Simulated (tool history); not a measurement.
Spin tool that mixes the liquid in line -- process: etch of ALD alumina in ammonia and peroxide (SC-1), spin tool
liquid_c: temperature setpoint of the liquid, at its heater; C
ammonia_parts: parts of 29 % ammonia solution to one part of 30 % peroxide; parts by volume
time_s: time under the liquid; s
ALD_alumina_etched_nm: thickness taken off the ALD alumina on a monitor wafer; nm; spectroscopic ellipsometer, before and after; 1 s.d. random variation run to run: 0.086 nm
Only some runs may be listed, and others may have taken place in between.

Run 1, hour 0.0: liquid_c 57.0 C, ammonia_parts 0.90 parts by volume, time_s 300 s. Result: ALD_alumina_etched_nm 30.284 nm.
Run 2, hour 3.2: liquid_c 55.0 C, ammonia_parts 0.90 parts by volume, time_s 300 s. Result: ALD_alumina_etched_nm 27.332 nm.
Run 3, hour 9.1: liquid_c 53.5 C, ammonia_parts 0.90 parts by volume, time_s 300 s. Result: ALD_alumina_etched_nm 25.229 nm.
Run 4, hour 13.0: liquid_c 47.0 C, ammonia_parts 0.90 parts by volume, time_s 300 s. Result: ALD_alumina_etched_nm 17.628 nm.
Run 5, hour 13.9: liquid_c 47.0 C, ammonia_parts 0.90 parts by volume, time_s 300 s. Result: ALD_alumina_etched_nm 17.554 nm.
Run 6, hour 17.6: liquid_c 47.0 C, ammonia_parts 1.05 parts by volume, time_s 300 s. Result: ALD_alumina_etched_nm 17.873 nm.
Run 7, hour 18.2: liquid_c 48.0 C, ammonia_parts 1.05 parts by volume, time_s 300 s. Result: ALD_alumina_etched_nm 18.841 nm.

Run 8 comes next. What will it give?
Run 8, hour 26.6: liquid_c 51.0 C, ammonia_parts 1.05 parts by volume, time_s 300 s. Result: ALD_alumina_etched_nm ?.

{"run 8": {"ALD_alumina_etched_nm": 22.303}}
